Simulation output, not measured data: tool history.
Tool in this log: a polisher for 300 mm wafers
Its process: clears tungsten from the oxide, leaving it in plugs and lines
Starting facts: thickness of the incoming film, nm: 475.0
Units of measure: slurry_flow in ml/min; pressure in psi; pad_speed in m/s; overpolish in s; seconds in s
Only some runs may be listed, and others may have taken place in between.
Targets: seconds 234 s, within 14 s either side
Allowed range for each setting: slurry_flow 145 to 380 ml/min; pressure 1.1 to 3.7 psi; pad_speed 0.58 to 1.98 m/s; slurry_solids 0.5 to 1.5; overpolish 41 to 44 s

Run 1, hour 0: slurry_flow 245 ml/min, pressure 2.4 psi, pad_speed 1.28 m/s, slurry_solids 1, overpolish 41 s. Result: seconds 136.75 s.
Run 2, hour 8.6: slurry_flow 300 ml/min, pressure 2.4 psi, pad_speed 1.28 m/s, slurry_solids 1, overpolish 41 s. Result: seconds 134.96 s.
Run 3, hour 11.6: slurry_flow 270 ml/min, pressure 2.4 psi, pad_speed 1.28 m/s, slurry_solids 1, overpolish 41 s. Result: seconds 134.03 s.
Run 4, hour 12.6: slurry_flow 270 ml/min, pressure 2.4 psi, pad_speed 1.28 m/s, slurry_solids 1.2, overpolish 41 s. Result: seconds 129.45 s.
Run 5, hour 18.5: slurry_flow 270 ml/min, pressure 2.1 psi, pad_speed 1.26 m/s, slurry_solids 1.2, overpolish 41 s. Result: seconds 150.8 s.
Run 6, hour 27.3: slurry_flow 270 ml/min, pressure 1.9 psi, pad_speed 1.24 m/s, slurry_solids 1.2, overpolish 41 s. Result: seconds 165.62 s.
Run 7, hour 33.1: slurry_flow 270 ml/min, pressure 1.7 psi, pad_speed 1.22 m/s, slurry_solids 1.2, overpolish 41 s. Result: seconds 184.18 s.
Run 8, hour 38.8: slurry_flow 270 ml/min, pressure 1.6 psi, pad_speed 1.22 m/s, slurry_solids 1.2, overpolish 41 s. Result: seconds 197.6 s.
Run 9, hour 44.2: slurry_flow 270 ml/min, pressure 1.5 psi, pad_speed 1.22 m/s, slurry_solids 1.2, overpolish 41 s. Result: seconds 210.36 s.

Which single option among these 5 for the next run brings every result within its allowed miss of target? Just one does.
Run A, hour 49.6: slurry_flow 300 ml/min, pressure 1.5 psi, pad_speed 1.22 m/s, slurry_solids 1.25, overpolish 41 s. Result: seconds ?.
Run B, hour 49.6: slurry_flow 225 ml/min, pressure 1.5 psi, pad_speed 1.34 m/s, slurry_solids 1.2, overpolish 42 s. Result: seconds ?.
Run C, hour 49.6: slurry_flow 300 ml/min, pressure 1.6 psi, pad_speed 1.18 m/s, slurry_solids 1.25, overpolish 43 s. Result: seconds ?.
Run D, hour 49.6: slurry_flow 255 ml/min, pressure 1.5 psi, pad_speed 1.14 m/s, slurry_solids 1.1, overpolish 41 s. Result: seconds ?.
Run E, hour 49.6: slurry_flow 285 ml/min, pressure 1.5 psi, pad_speed 1.18 m/s, slurry_solids 1.3, overpolish 41 s. Result: seconds ?.

move  seconds
   A   207.95
   B   198.55
   C   201.94
   D   234.91
   E   213.29
A: the biggest miss grows against the last run
B: the biggest miss grows against the last run
C: the biggest miss grows against the last run
D: in spec on every target
E: closes in on the targets versus the last run, not all within tolerance yet
Correct choice: D, which meets every target

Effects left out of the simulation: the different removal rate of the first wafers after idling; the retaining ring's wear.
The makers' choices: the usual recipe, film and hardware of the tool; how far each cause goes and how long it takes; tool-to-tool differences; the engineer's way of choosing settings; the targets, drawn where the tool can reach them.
